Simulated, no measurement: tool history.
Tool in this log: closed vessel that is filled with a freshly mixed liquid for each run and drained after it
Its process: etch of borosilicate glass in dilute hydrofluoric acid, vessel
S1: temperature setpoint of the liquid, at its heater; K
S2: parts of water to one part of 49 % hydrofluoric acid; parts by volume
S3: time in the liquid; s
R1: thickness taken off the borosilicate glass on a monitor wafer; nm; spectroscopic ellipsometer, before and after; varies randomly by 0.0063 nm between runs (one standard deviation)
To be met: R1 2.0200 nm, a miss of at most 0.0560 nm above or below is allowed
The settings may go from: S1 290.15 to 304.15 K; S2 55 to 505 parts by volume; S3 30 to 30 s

| run | hour | S1 | S2 | S3 | R1 |
|---|---|---|---|---|---|
| 1 | 0.0 | 296.15 | 280 | 30 | 2.3547 |
| 2 | 2.6 | 296.15 | 195 | 30 | 3.6570 |
| 3 | 8.5 | 295.15 | 205 | 30 | 3.3144 |
| 4 | 17.3 | 295.15 | 205 | 30 | 3.3132 |
| 5 | 19.3 | 294.65 | 215 | 30 | 3.0824 |
| 6 | 21.5 | 294.15 | 220 | 30 | 2.9375 |
| 7 | 24.5 | 293.65 | 225 | 30 | 2.8140 |
| 8 | 26.8 | 293.15 | 230 | 30 | 2.6859 |
|  | 30.3 | thermometer replaced |
| 9 | 30.3 | 292.65 | 235 | 30 | 2.6969 |
| 10 | 37.3 | 292.15 | 240 | 30 | 2.5852 |
| 11 | 39.6 | 292.15 | 245 | 30 | 2.5210 |
| 12 | 47.7 | 292.15 | 250 | 30 | 2.4668 |
| 13 | 50.8 | 290.15 | 285 | 30 | 1.9430 |

Of the 4 settings listed for the next run, only one would bring every result within its allowed miss of target. Which one?
| A | 53.9 | 290.15 | 300 | 30 | ? |
| B | 53.9 | 291.15 | 285 | 30 | ? |
| C | 53.9 | 290.15 | 305 | 30 | ? |
| D | 53.9 | 292.65 | 310 | 30 | ? |

| move | R1 |
|---|---|
| A | 1.8213 |
| B | 2.0165 |
| C | 1.7840 |
| D | 1.9179 |
A: its largest miss is bigger than the last run's
B: all results land within tolerance of their targets
C: its largest miss is bigger than the last run's
D: its largest miss is bigger than the last run's
Move B is the one to make.

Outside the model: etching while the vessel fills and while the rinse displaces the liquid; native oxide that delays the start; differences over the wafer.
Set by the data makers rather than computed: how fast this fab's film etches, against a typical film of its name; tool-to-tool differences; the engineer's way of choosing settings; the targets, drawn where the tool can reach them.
